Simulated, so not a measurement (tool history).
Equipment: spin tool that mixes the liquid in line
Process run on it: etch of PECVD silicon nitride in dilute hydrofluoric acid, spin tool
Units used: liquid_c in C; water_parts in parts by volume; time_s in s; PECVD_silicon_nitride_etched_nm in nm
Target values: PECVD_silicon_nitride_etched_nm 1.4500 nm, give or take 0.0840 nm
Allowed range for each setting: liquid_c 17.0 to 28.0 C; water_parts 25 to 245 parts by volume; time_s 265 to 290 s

| run | hour | liquid_c | water_parts | time_s | PECVD_silicon_nitride_etched_nm |
|---|---|---|---|---|---|
| 1 | 0.0 | 20.0 | 135 | 265 | 2.7283 |
| 2 | 5.0 | 19.0 | 150 | 265 | 2.3066 |
| 3 | 8.3 | 18.5 | 160 | 265 | 2.1006 |
| 4 | 9.2 | 17.0 | 160 | 265 | 1.9081 |
| 5 | 16.9 | 17.0 | 120 | 265 | 2.4492 |
| 6 | 19.7 | 17.0 | 140 | 265 | 2.1966 |
| 7 | 26.9 | 17.0 | 155 | 265 | 1.9749 |
| 8 | 29.2 | 17.0 | 165 | 265 | 1.8720 |
| 9 | 38.2 | 17.0 | 175 | 265 | 1.7724 |
| 10 | 41.5 | 17.0 | 185 | 265 | 1.6678 |
| 11 | 44.4 | 17.0 | 190 | 265 | 1.5828 |
| 12 | 52.8 | 17.0 | 195 | 265 | 1.5830 |

Exactly one of the 4 candidate moves below puts every result within its allowed miss. Which one?
| A | 61.2 | 17.5 | 180 | 270 | ? |
| B | 61.2 | 17.0 | 205 | 290 | ? |
| C | 61.2 | 17.5 | 210 | 285 | ? |
| D | 61.2 | 17.0 | 220 | 270 | ? |

| move | PECVD_silicon_nitride_etched_nm |
|---|---|
| A | 1.7451 |
| B | 1.5995 |
| C | 1.5885 |
| D | 1.3919 |
A: misses by more than the last run did
B: misses by more than the last run did
C: roughly where the last run was
D: every result within its allowed miss
The right move is D.

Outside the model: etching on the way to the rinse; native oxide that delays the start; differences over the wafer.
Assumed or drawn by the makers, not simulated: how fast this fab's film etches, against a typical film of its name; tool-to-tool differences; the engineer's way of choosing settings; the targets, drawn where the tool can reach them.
